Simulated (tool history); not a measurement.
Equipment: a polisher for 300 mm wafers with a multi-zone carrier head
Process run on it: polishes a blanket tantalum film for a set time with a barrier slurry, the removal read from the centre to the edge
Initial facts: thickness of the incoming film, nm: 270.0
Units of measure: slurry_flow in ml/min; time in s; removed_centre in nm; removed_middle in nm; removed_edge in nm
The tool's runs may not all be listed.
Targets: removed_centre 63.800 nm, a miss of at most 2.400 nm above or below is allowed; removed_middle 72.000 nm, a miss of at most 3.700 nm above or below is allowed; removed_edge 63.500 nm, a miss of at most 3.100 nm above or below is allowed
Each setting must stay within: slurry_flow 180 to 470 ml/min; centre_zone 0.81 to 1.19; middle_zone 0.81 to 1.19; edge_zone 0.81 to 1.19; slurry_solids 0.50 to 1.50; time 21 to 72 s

Run 1, hour 0.0: slurry_flow 300 ml/min, centre_zone 1.00, middle_zone 1.00, edge_zone 1.00, slurry_solids 1.00, time 46 s. Result: removed_centre 112.280 nm, removed_middle 113.030 nm, removed_edge 110.720 nm.
Run 2, hour 2.5: slurry_flow 300 ml/min, centre_zone 1.00, middle_zone 0.95, edge_zone 1.00, slurry_solids 1.00, time 46 s. Result: removed_centre 110.920 nm, removed_middle 111.820 nm, removed_edge 113.430 nm.
Run 3, hour 9.5: slurry_flow 300 ml/min, centre_zone 0.99, middle_zone 0.97, edge_zone 0.98, slurry_solids 0.90, time 43 s. Result: removed_centre 100.930 nm, removed_middle 99.673 nm, removed_edge 102.060 nm.
Run 4, hour 12.9: slurry_flow 300 ml/min, centre_zone 0.97, middle_zone 1.01, edge_zone 0.96, slurry_solids 0.85, time 41 s. Result: removed_centre 93.482 nm, removed_middle 95.186 nm, removed_edge 94.085 nm.
Run 5, hour 17.5: slurry_flow 300 ml/min, centre_zone 0.97, middle_zone 1.01, edge_zone 1.00, slurry_solids 0.85, time 41 s. Result: removed_centre 93.221 nm, removed_middle 95.178 nm, removed_edge 96.711 nm.
Run 6, hour 20.5: slurry_flow 300 ml/min, centre_zone 0.97, middle_zone 1.01, edge_zone 0.97, slurry_solids 0.85, time 41 s. Result: removed_centre 92.618 nm, removed_middle 94.997 nm, removed_edge 97.057 nm.
Run 7, hour 24.4: slurry_flow 300 ml/min, centre_zone 0.97, middle_zone 1.04, edge_zone 0.94, slurry_solids 0.85, time 38 s. Result: removed_centre 85.700 nm, removed_middle 91.471 nm, removed_edge 86.325 nm.
Run 8, hour 31.9: slurry_flow 300 ml/min, centre_zone 0.97, middle_zone 1.04, edge_zone 0.94, slurry_solids 0.85, time 38 s. Result: removed_centre 87.213 nm, removed_middle 90.489 nm, removed_edge 86.881 nm.
Run 9, hour 35.6: slurry_flow 300 ml/min, centre_zone 0.96, middle_zone 1.06, edge_zone 0.92, slurry_solids 0.80, time 37 s. Result: removed_centre 80.506 nm, removed_middle 86.410 nm, removed_edge 80.725 nm.
Run 10, hour 42.3: slurry_flow 300 ml/min, centre_zone 0.95, middle_zone 1.07, edge_zone 0.90, slurry_solids 0.75, time 36 s. Result: removed_centre 77.242 nm, removed_middle 83.361 nm, removed_edge 76.382 nm.
Run 11, hour 43.5: slurry_flow 300 ml/min, centre_zone 0.94, middle_zone 1.08, edge_zone 0.89, slurry_solids 0.70, time 36 s. Result: removed_centre 74.782 nm, removed_middle 81.090 nm, removed_edge 74.962 nm.

Exactly one of the 4 candidate moves below puts every result within its allowed miss. Which one?
Run A, hour 44.7: slurry_flow 240 ml/min, centre_zone 0.95, middle_zone 1.09, edge_zone 0.85, slurry_solids 0.90, time 29 s. Result: removed_centre ?, removed_middle ?, removed_edge ?.
Run B, hour 44.7: slurry_flow 245 ml/min, centre_zone 0.88, middle_zone 1.12, edge_zone 0.91, slurry_solids 0.55, time 33 s. Result: removed_centre ?, removed_middle ?, removed_edge ?.
Run C, hour 44.7: slurry_flow 220 ml/min, centre_zone 0.86, middle_zone 0.97, edge_zone 0.94, slurry_solids 0.50, time 40 s. Result: removed_centre ?, removed_middle ?, removed_edge ?.
Run D, hour 44.7: slurry_flow 180 ml/min, centre_zone 0.91, middle_zone 1.13, edge_zone 0.88, slurry_solids 0.55, time 34 s. Result: removed_centre ?, removed_middle ?, removed_edge ?.

move  removed_centre  removed_middle  removed_edge
   A          63.278          69.589        64.747
   B          57.830          69.930        65.844
   C          65.374          73.913        77.887
   D          58.802          69.466        64.733
A: each result inside its tolerance
B: takes the biggest miss from the last run beyond its target
C: brings the last run's worst result on target, with another outside its allowed miss
D: takes the biggest miss from the last run beyond its target
Correct choice: A, which meets every target

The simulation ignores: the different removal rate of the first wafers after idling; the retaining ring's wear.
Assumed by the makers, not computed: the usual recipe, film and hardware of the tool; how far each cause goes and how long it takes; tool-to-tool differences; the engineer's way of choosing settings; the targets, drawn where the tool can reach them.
